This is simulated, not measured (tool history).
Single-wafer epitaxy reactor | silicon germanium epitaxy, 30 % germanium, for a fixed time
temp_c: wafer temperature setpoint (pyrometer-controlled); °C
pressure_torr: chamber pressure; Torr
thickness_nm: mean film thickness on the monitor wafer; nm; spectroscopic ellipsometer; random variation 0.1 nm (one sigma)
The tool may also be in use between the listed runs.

run	hour	temp_c	pressure_torr	thickness_nm
1	0	585	18.9	44.487
2	4.9	581	18.8	41.79
3	12.4	577	18.6	38.924
4	14.1	574	18.5	36.753
5	22.3	574	15.6	34.413
6	24.6	574	18.4	36.654
7	28.2	572	18.3	35.222

The next listed run, before its measurement:
8	34.2	571	18.2	?

thickness_nm: 34.699 nm
